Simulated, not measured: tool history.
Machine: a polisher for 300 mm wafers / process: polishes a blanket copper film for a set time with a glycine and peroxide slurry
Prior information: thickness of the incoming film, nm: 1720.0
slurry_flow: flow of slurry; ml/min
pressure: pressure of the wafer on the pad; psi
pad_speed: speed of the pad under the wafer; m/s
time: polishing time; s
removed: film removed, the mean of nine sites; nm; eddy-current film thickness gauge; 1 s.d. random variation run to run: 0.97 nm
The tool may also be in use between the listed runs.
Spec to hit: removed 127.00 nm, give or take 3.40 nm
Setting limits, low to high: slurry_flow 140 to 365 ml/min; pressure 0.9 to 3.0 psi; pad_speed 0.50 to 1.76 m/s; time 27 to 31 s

| run | hour | slurry_flow | pressure | pad_speed | time | removed |
|---|---|---|---|---|---|---|
| 1 | 0.0 | 235 | 1.9 | 1.12 | 31 | 161.50 |
| 2 | 8.2 | 235 | 1.5 | 1.12 | 31 | 135.29 |
| 3 | 10.3 | 230 | 1.5 | 1.12 | 31 | 135.90 |
| 4 | 18.5 | 230 | 1.5 | 0.86 | 31 | 117.14 |
| 5 | 26.3 | 230 | 1.3 | 0.86 | 31 | 107.76 |
| 6 | 31.8 | 270 | 1.3 | 0.86 | 31 | 107.77 |
| 7 | 38.7 | 270 | 1.4 | 0.86 | 31 | 113.02 |
| 8 | 43.2 | 270 | 1.5 | 0.86 | 31 | 118.55 |

Which single option among these 5 for the next run brings every result within its allowed miss of target? Just one does.
| A | 47.7 | 265 | 1.2 | 1.18 | 31 | ? |
| B | 47.7 | 320 | 1.6 | 0.98 | 28 | ? |
| C | 47.7 | 285 | 1.5 | 1.04 | 30 | ? |
| D | 47.7 | 285 | 1.6 | 0.80 | 30 | ? |
| E | 47.7 | 250 | 1.7 | 0.90 | 28 | ? |

| move | removed |
|---|---|
| A | 120.97 |
| B | 122.87 |
| C | 128.77 |
| D | 117.59 |
| E | 120.71 |
A: better than the last run, though not everything is in spec
B: better than the last run, though not everything is in spec
C: every result within its allowed miss
D: the biggest miss grows against the last run
E: better than the last run, though not everything is in spec
The move that meets every target is C.

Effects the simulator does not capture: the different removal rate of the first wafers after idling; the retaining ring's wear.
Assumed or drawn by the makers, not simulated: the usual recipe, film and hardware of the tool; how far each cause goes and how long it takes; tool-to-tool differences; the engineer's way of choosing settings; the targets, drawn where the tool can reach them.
